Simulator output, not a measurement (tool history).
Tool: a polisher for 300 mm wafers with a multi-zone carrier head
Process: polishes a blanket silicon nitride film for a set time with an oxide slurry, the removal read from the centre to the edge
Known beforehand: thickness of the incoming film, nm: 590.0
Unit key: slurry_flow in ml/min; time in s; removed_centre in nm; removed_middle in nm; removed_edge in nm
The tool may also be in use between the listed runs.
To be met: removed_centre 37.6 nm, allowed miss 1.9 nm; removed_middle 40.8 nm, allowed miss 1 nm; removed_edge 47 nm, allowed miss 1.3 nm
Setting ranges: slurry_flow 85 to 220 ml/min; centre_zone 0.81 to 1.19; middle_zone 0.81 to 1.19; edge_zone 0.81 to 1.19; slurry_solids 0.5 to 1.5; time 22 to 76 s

Run 1, day 0: slurry_flow 140 ml/min, centre_zone 1, middle_zone 1, edge_zone 1, slurry_solids 1, time 49 s. Result: removed_centre 47.682 nm, removed_middle 45.823 nm, removed_edge 45.66 nm.
Run 2, day 0.054: slurry_flow 135 ml/min, centre_zone 0.98, middle_zone 0.99, edge_zone 1.02, slurry_solids 1, time 49 s. Result: removed_centre 44.8 nm, removed_middle 44.564 nm, removed_edge 45.467 nm.
Run 3, day 0.15: slurry_flow 130 ml/min, centre_zone 0.97, middle_zone 0.98, edge_zone 1.03, slurry_solids 1, time 49 s. Result: removed_centre 45.294 nm, removed_middle 44.158 nm, removed_edge 45.835 nm.
Run 4, day 0.512: slurry_flow 130 ml/min, centre_zone 0.97, middle_zone 0.98, edge_zone 1.03, slurry_solids 0.9, time 49 s. Result: removed_centre 41.797 nm, removed_middle 41.355 nm, removed_edge 43.411 nm.
Run 5, day 0.85: slurry_flow 110 ml/min, centre_zone 0.97, middle_zone 0.98, edge_zone 1.03, slurry_solids 0.9, time 49 s. Result: removed_centre 38.659 nm, removed_middle 40.439 nm, removed_edge 41.797 nm.
Run 6, day 1.067: slurry_flow 110 ml/min, centre_zone 0.97, middle_zone 1.04, edge_zone 1.03, slurry_solids 0.9, time 49 s. Result: removed_centre 40.948 nm, removed_middle 42.269 nm, removed_edge 41.628 nm.
Run 7, day 1.312: slurry_flow 110 ml/min, centre_zone 0.96, middle_zone 1.03, edge_zone 1.05, slurry_solids 0.9, time 49 s. Result: removed_centre 40.043 nm, removed_middle 42.033 nm, removed_edge 42.724 nm.
Run 8, day 1.383: slurry_flow 110 ml/min, centre_zone 0.95, middle_zone 1.02, edge_zone 1.06, slurry_solids 0.9, time 49 s. Result: removed_centre 38.927 nm, removed_middle 41.148 nm, removed_edge 42.465 nm.
Run 9, day 1.696: slurry_flow 110 ml/min, centre_zone 0.94, middle_zone 1.02, edge_zone 1.07, slurry_solids 0.9, time 49 s. Result: removed_centre 38.636 nm, removed_middle 41.45 nm, removed_edge 42.069 nm.
Run 10, day 1.788: slurry_flow 110 ml/min, centre_zone 0.93, middle_zone 1.01, edge_zone 1.08, slurry_solids 0.9, time 49 s. Result: removed_centre 37.954 nm, removed_middle 40.857 nm, removed_edge 42.037 nm.
Run 11, day 2.038: slurry_flow 110 ml/min, centre_zone 0.93, middle_zone 1.01, edge_zone 1.08, slurry_solids 0.9, time 49 s. Result: removed_centre 38.709 nm, removed_middle 40.823 nm, removed_edge 42.443 nm.
Run 12, day 2.171: slurry_flow 120 ml/min, centre_zone 0.85, middle_zone 0.95, edge_zone 1.18, slurry_solids 1, time 49 s. Result: removed_centre 38.168 nm, removed_middle 42.121 nm, removed_edge 47.489 nm.

Consider the 4 candidate settings below. Which is the only one whose results all fall within their allowed miss of target?
Run A, day 2.304: slurry_flow 110 ml/min, centre_zone 0.87, middle_zone 0.85, edge_zone 1.17, slurry_solids 1, time 49 s. Result: removed_centre ?, removed_middle ?, removed_edge ?.
Run B, day 2.304: slurry_flow 125 ml/min, centre_zone 0.84, middle_zone 0.94, edge_zone 1.14, slurry_solids 1, time 52 s. Result: removed_centre ?, removed_middle ?, removed_edge ?.
Run C, day 2.304: slurry_flow 110 ml/min, centre_zone 0.86, middle_zone 0.87, edge_zone 1.19, slurry_solids 1.05, time 48 s. Result: removed_centre ?, removed_middle ?, removed_edge ?.
Run D, day 2.304: slurry_flow 115 ml/min, centre_zone 0.87, middle_zone 0.93, edge_zone 1.19, slurry_solids 0.95, time 50 s. Result: removed_centre ?, removed_middle ?, removed_edge ?.

move  removed_centre  removed_middle  removed_edge
   A          37.285          37.739         46.19
   B          39.536           44.86         49.53
   C          37.109          38.732        46.773
   D          37.391          40.687        46.299
A: moves the result that the last run missed by most past its target, out the other side
B: the biggest miss grows against the last run
C: moves the result that the last run missed by most past its target, out the other side
D: each result inside its tolerance
D is the move that brings every result within its allowed miss.
